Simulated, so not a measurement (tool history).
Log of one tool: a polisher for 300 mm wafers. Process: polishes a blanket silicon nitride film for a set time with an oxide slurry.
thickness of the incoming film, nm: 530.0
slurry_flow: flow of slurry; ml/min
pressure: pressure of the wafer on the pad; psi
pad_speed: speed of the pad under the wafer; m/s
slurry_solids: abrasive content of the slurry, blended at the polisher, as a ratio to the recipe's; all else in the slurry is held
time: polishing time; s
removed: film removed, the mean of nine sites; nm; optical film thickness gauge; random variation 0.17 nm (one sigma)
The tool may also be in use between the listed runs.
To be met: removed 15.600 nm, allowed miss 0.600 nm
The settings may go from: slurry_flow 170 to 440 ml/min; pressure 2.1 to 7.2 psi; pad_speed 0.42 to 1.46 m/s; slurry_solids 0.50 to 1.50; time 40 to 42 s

run	day	slurry_flow	pressure	pad_speed	slurry_solids	time	removed
1	0.000	280	4.6	0.94	1.00	40	30.188
2	0.029	220	4.6	0.94	1.00	40	29.452
3	0.279	220	4.6	0.94	1.00	40	29.530
4	0.633	260	4.6	0.94	1.00	40	29.668
5	0.779	260	3.8	0.90	1.00	40	25.280
6	0.896	260	4.9	0.90	1.00	40	31.131
7	0.938	260	4.9	0.90	1.00	40	30.664
8	0.958	260	4.0	0.84	1.00	40	25.163
9	1.192	260	3.4	0.78	1.00	40	21.811
10	1.462	260	3.4	0.78	1.00	40	21.506
11	1.583	260	3.0	0.74	1.00	40	19.514
12	1.792	260	2.7	0.72	1.00	40	17.573
13	1.929	255	2.5	0.72	1.00	40	16.893
14	2.217	250	2.4	0.72	1.00	40	16.243
15	2.275	245	2.4	0.72	1.00	40	16.437

Which of these 4 next moves meets every target?
A	2.333	240	2.8	0.68	0.90	40	?
B	2.333	305	2.5	0.70	1.05	42	?
C	2.333	175	2.5	0.68	1.10	42	?
D	2.333	255	2.9	0.56	0.90	40	?

move	removed
A	17.038
B	18.315
C	17.165
D	15.880
A: further off than the last run
B: further off than the last run
C: further off than the last run
D: meets every target
Answer: D
